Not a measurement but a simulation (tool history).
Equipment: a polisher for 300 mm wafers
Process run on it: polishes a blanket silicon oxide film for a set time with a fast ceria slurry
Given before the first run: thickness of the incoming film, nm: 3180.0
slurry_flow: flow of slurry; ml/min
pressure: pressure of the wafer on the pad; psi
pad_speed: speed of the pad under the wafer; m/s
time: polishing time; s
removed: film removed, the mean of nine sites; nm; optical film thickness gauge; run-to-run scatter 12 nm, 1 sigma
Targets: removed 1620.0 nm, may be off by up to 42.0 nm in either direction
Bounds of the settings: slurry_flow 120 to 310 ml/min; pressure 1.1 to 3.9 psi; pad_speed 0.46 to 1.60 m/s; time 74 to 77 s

run 1 hour=0.0 | slurry_flow=200 pressure=2.5 pad_speed=1.02 time=74 | removed=1244.4
run 2 hour=2.9 | slurry_flow=250 pressure=2.5 pad_speed=1.02 time=74 | removed=1276.8
run 3 hour=8.9 | slurry_flow=250 pressure=2.6 pad_speed=1.02 time=74 | removed=1308.1
run 4 hour=13.2 | slurry_flow=200 pressure=2.6 pad_speed=1.02 time=74 | removed=1261.2
run 5 hour=22.0 | slurry_flow=180 pressure=2.6 pad_speed=1.02 time=74 | removed=1258.5
run 6 hour=23.1 | slurry_flow=185 pressure=2.7 pad_speed=1.02 time=74 | removed=1305.3
run 7 hour=30.5 | slurry_flow=190 pressure=2.8 pad_speed=1.02 time=74 | removed=1318.0
run 8 hour=31.7 | slurry_flow=195 pressure=2.9 pad_speed=1.02 time=74 | removed=1362.5
run 9 hour=39.5 | slurry_flow=210 pressure=3.4 pad_speed=1.02 time=74 | removed=1534.4
run 10 hour=45.4 | slurry_flow=215 pressure=3.5 pad_speed=1.02 time=74 | removed=1562.3

4 next moves are on the table. One of them brings every result within its allowed miss. Which?
run A hour=51.3 | slurry_flow=195 pressure=3.3 pad_speed=1.04 time=74 | removed=?
run B hour=51.3 | slurry_flow=265 pressure=2.7 pad_speed=1.10 time=76 | removed=?
run C hour=51.3 | slurry_flow=230 pressure=3.4 pad_speed=0.98 time=75 | removed=?
run D hour=51.3 | slurry_flow=220 pressure=3.4 pad_speed=1.06 time=75 | removed=?

move=A removed=1497.7
move=B removed=1473.4
move=C removed=1496.9
move=D removed=1606.1
A: lands further from the targets than the last run did
B: lands further from the targets than the last run did
C: lands further from the targets than the last run did
D: all results in spec
Move D is the one to make.

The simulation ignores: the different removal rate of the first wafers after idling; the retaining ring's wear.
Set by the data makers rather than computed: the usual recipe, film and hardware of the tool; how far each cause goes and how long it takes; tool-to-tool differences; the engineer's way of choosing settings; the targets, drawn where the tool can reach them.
